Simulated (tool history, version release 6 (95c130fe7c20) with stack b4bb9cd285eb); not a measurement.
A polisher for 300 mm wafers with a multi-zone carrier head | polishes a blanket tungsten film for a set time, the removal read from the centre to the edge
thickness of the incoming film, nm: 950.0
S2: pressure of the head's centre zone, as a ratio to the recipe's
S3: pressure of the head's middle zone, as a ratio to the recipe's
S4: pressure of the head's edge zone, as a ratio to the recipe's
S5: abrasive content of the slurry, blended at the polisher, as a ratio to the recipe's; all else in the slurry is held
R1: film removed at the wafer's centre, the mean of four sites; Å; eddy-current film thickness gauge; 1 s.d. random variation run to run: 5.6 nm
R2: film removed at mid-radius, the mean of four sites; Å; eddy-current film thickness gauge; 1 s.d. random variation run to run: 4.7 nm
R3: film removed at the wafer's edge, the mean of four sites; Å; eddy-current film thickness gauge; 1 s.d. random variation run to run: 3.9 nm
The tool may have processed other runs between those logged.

run 1 hour=0 | flow_of_slurry_(ml/min)=265 S2=1 S3=1 S4=1 S5=1 polishing_time_(s)=72 | R1=2716.4 R2=2756 R3=2796.1
run 2 hour=8.9 | flow_of_slurry_(ml/min)=265 S2=1 S3=1 S4=1 S5=0.8 polishing_time_(s)=72 | R1=2670.6 R2=2585.5 R3=2630.8
run 3 hour=11.3 | flow_of_slurry_(ml/min)=270 S2=1.02 S3=1 S4=1.01 S5=0.85 polishing_time_(s)=73 | R1=2790.8 R2=2645.9 R3=2731.4
run 4 hour=12.9 | flow_of_slurry_(ml/min)=275 S2=1.04 S3=1.01 S4=1.02 S5=0.9 polishing_time_(s)=74 | R1=2921.8 R2=2871.4 R3=2808.7
run 5 hour=20 | flow_of_slurry_(ml/min)=275 S2=1.04 S3=1.01 S4=1.02 S5=1.1 polishing_time_(s)=74 | R1=2933.6 R2=2899.8 R3=2912.4
run 6 hour=20.9 | flow_of_slurry_(ml/min)=275 S2=1.1 S3=1.01 S4=1.02 S5=1.1 polishing_time_(s)=74 | R1=3147.9 R2=2853 R3=2935.9
run 7 hour=29.1 | flow_of_slurry_(ml/min)=275 S2=1.11 S3=1.01 S4=1.02 S5=1.15 polishing_time_(s)=75 | R1=3184.3 R2=2950.3 R3=2930
run 8 hour=34.5 | flow_of_slurry_(ml/min)=295 S2=1.17 S3=0.95 S4=1.12 S5=1.3 polishing_time_(s)=88 | R1=4139.5 R2=3393.6 R3=3742.2

Run 9 comes next. What will it give?
run 9 hour=41.4 | flow_of_slurry_(ml/min)=295 S2=1.17 S3=0.96 S4=1.11 S5=1.3 polishing_time_(s)=88 | R1=? R2=? R3=?

{"run 9": {"R1": 4197.9, "R2": 3345.9, "R3": 3809.8}}

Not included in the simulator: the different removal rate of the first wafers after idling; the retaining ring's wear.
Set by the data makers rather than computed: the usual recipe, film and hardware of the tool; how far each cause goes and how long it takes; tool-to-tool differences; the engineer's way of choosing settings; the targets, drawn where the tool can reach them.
